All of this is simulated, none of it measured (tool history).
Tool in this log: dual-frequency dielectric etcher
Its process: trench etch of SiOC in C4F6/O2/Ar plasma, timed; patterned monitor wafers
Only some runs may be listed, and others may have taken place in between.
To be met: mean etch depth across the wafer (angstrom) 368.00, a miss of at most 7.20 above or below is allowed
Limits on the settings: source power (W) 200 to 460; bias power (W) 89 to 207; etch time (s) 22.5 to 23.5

run,hour,source power (W),bias power (W),etch time (s),mean etch depth across the wafer (angstrom)
1,0.0,330,148,22.5,399.50
2,4.6,330,148,22.5,399.95
3,6.9,330,167,22.5,414.35
4,9.8,330,167,22.5,413.48
5,15.3,320,166,22.5,410.91
6,22.0,320,166,23.5,423.67
# hour 28.6: source power generator calibrated
7,28.6,310,165,23.5,424.50
8,32.6,300,162,23.5,417.89
9,40.3,290,159,23.5,407.02
10,47.3,280,158,23.5,402.98
11,54.1,270,157,23.5,398.35
12,57.7,260,156,23.5,393.74
13,63.4,200,149,23.5,351.48

Exactly one of the 4 candidate moves below puts every result within its allowed miss. Which one?
A,69.1,200,160,23.0,?
B,69.1,200,150,23.5,?
C,69.1,240,137,22.5,?
D,69.1,210,167,23.5,?

move,mean etch depth across the wafer (angstrom)
A,350.20
B,350.99
C,350.02
D,368.95
A: misses by more than the last run did
B: roughly where the last run was
C: misses by more than the last run did
D: in spec on every target
So the answer is move D, the one that meets all the targets.
